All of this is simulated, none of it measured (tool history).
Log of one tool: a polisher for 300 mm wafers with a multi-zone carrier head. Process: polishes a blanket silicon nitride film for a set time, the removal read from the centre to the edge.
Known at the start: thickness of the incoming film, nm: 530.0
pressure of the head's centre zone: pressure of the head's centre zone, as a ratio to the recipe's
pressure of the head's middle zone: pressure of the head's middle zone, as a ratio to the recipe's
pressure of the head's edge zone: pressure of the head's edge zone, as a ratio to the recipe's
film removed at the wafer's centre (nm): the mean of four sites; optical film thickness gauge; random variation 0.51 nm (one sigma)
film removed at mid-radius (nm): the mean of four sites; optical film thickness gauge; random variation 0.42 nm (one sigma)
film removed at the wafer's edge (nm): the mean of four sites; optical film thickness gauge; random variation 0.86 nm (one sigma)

run  hour  flow of slurry (ml/min)  pressure of the head's centre zone  pressure of the head's middle zone  pressure of the head's edge zone  polishing time (s)  film removed at the wafer's centre (nm)  film removed at mid-radius (nm)  film removed at the wafer's edge (nm)
  1   0.0                      155                                1.00                                1.00                              1.00                  34                                   69.805                           69.744                                 67.933
  2   4.7                      145                                1.00                                0.96                              0.99                  34                                   69.451                           67.038                                 69.941
  3  13.1                      145                                1.01                                0.94                              0.98                  33                                   67.181                           63.318                                 65.155
  4  15.6                      145                                1.01                                0.87                              0.98                  33                                   67.570                           59.030                                 65.183
  5  17.3                      140                                1.01                                0.86                              0.96                  33                                   67.905                           57.918                                 63.729
  6  25.2                      135                                1.00                                0.85                              0.95                  33                                   66.305                           57.512                                 64.418
  7  33.4                      130                                1.00                                0.84                              0.94                  33                                   64.643                           56.492                                 62.154

Run 8 comes next. What will it give?
  8  34.3                      125                                1.00                                0.83                              0.94                  33                                        ?                                ?                                      ?

Run 8 gave film removed at the wafer's centre (nm) 63.917, film removed at mid-radius (nm) 55.978, film removed at the wafer's edge (nm) 62.968.
